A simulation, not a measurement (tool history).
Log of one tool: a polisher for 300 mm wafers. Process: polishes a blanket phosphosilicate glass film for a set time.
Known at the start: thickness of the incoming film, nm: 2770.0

| run | day | flow of slurry (ml/min) | pressure of the wafer on the pad (kPa) | speed of the pad under the wafer (cm/s) | abrasive content of the slurry | polishing time (s) | film removed (Å) |
|---|---|---|---|---|---|---|---|
| 1 | 0 | 145 | 16.5 | 110 | 1 | 20 | 1611.4 |
| 2 | 0.25 | 145 | 13.1 | 110 | 1 | 20 | 1307.4 |
| 3 | 0.583 | 150 | 14.5 | 112 | 1 | 20 | 1470.2 |
| 4 | 0.612 | 155 | 15.9 | 112 | 1 | 20 | 1605 |
| 5 | 0.817 | 160 | 17.2 | 112 | 1 | 20 | 1777.5 |
| 6 | 1.175 | 165 | 18.6 | 112 | 1 | 20 | 1895.9 |
| 7 | 1.362 | 165 | 19.3 | 114 | 1 | 20 | 1981.4 |
| 8 | 1.683 | 170 | 20 | 116 | 1 | 20 | 2118.8 |
| 9 | 2.033 | 175 | 20.7 | 118 | 1 | 20 | 2228.1 |
| 10 | 2.192 | 175 | 21.4 | 120 | 1 | 20 | 2329.1 |

Forecast run 11:
| 11 | 2.271 | 175 | 22.1 | 122 | 1 | 20 | ? |

film removed (Å): 2433.1

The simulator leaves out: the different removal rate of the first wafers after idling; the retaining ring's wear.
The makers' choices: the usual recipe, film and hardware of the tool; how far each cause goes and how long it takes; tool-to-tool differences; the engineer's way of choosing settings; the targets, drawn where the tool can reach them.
